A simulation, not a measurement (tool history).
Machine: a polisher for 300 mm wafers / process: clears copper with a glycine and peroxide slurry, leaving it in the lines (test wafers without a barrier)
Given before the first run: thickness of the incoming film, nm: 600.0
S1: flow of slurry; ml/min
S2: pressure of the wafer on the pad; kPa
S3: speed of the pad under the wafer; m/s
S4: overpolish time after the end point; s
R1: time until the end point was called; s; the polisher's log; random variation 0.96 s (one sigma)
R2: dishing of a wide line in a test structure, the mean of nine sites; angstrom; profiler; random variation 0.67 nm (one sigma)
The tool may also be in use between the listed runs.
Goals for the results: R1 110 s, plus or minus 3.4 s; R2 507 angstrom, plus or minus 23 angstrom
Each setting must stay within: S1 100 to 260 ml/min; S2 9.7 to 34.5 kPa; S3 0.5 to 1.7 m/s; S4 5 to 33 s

| run | hour | S1 | S2 | S3 | S4 | R1 | R2 |
|---|---|---|---|---|---|---|---|
| 1 | 0 | 165 | 22.1 | 1.1 | 17 | 87.685 | 731.75 |
| 2 | 7.4 | 140 | 22.1 | 1.1 | 17 | 88.907 | 708.14 |
| 3 | 12.9 | 165 | 22.1 | 1.1 | 17 | 86.795 | 722.93 |
| 4 | 17.3 | 165 | 26.9 | 1.1 | 17 | 73.946 | 836.14 |
| 5 | 19.3 | 165 | 23.4 | 1.1 | 16 | 83.333 | 720.86 |
| 6 | 26.4 | 190 | 23.4 | 1.1 | 16 | 81.384 | 728.89 |
| 7 | 33.6 | 185 | 20.7 | 1.1 | 15 | 91.868 | 630.23 |
| 8 | 38.1 | 185 | 19.3 | 1.1 | 15 | 96.668 | 580.48 |

Consider the 4 candidate settings below. Which is the only one whose results all fall within their allowed miss of target?
| A | 42.6 | 175 | 17.9 | 1 | 19 | ? | ? |
| B | 42.6 | 190 | 17.2 | 1.04 | 14 | ? | ? |
| C | 42.6 | 175 | 17.2 | 1.28 | 13 | ? | ? |
| D | 42.6 | 165 | 20 | 0.88 | 19 | ? | ? |

| move | R1 | R2 |
|---|---|---|
| A | 111.24 | 645.36 |
| B | 110.88 | 501.35 |
| C | 96.538 | 527.22 |
| D | 111.6 | 649.88 |
A: the furthest-off result lands on target, but another misses its tolerance
B: meets every target
C: roughly where the last run was
D: the furthest-off result lands on target, but another misses its tolerance
Answer: B
